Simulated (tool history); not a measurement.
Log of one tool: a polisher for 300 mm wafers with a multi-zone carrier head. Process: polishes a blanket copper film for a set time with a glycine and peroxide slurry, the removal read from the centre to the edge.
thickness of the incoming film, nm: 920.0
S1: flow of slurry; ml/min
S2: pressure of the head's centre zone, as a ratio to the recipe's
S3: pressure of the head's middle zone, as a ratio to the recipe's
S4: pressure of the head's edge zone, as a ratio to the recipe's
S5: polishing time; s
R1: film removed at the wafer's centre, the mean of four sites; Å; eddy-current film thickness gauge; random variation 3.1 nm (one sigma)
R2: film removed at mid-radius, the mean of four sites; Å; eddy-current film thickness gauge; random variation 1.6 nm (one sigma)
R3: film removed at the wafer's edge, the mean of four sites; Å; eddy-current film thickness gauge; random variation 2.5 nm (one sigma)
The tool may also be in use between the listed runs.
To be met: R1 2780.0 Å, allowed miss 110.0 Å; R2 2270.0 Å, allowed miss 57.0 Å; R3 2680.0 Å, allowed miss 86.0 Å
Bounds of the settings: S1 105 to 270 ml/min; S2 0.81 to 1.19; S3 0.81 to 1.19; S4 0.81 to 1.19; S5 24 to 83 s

run,day,S1,S2,S3,S4,S5,R1,R2,R3
1,0.000,175,1.00,1.00,1.00,53,2217.7,2280.6,2264.7
2,0.046,190,1.03,0.97,1.05,54,2388.3,2281.9,2398.0
3,0.154,215,1.03,0.97,1.05,54,2413.6,2321.1,2447.2
4,0.312,215,1.03,1.02,1.05,54,2413.0,2441.6,2417.2
5,0.450,215,1.05,0.99,1.08,54,2387.8,2379.8,2446.0
6,0.788,220,1.07,0.96,1.08,55,2615.2,2352.9,2472.3
7,1.133,220,1.07,0.94,1.10,56,2618.5,2334.2,2553.7
8,1.183,220,1.08,0.93,1.11,56,2636.1,2322.3,2542.3
9,1.296,220,1.08,0.91,1.12,57,2640.6,2293.9,2591.6

Which of these 4 next moves meets every target?
A,1.408,210,1.09,0.93,1.09,59,?,?,?
B,1.408,230,1.14,0.88,1.06,60,?,?,?
C,1.408,210,1.04,0.92,1.04,55,?,?,?
D,1.408,220,1.10,0.85,1.10,59,?,?,?

move,R1,R2,R3
A,2777.8,2447.4,2658.6
B,2949.8,2400.7,2692.3
C,2503.6,2261.6,2428.2
D,2810.7,2283.4,2682.6
A: brings the result that was furthest off to its target, and leaves another outside
B: takes the result that was furthest off past its target
C: further off than the last run
D: meets every target
The right move is D.
